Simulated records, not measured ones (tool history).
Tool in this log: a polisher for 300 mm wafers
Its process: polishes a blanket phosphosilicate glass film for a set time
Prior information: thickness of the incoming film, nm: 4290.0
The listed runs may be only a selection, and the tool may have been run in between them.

run	hour	flow of slurry (ml/min)	pressure of the wafer on the pad (psi)	speed of the pad under the wafer (cm/s)	abrasive content of the slurry	polishing time (s)	film removed (Å)
1	0	260	4	118	1	80	11242
2	4	235	4	118	1	80	11102
3	7.4	240	4.1	118	1	80	11276
4	13.6	240	4.1	118	1	84	11882
5	14.8	240	4.1	118	1	80	11399
6	21	200	4.1	118	1	80	10964
7	25.3	200	4.1	118	1	80	11040
8	27.1	210	4.2	118	1	80	11462
9	30.7	215	4.2	118	1	80	11444
10	37.5	225	4.2	118	1	80	11427
11	43.9	230	4.2	118	1	80	11463
12	44.9	235	4.2	118	1	80	11481

Estimate the outcome of run 13 from the log above:
13	46.9	240	4.3	118	1	80	?

Run 13 came out at film removed (Å) 11661.
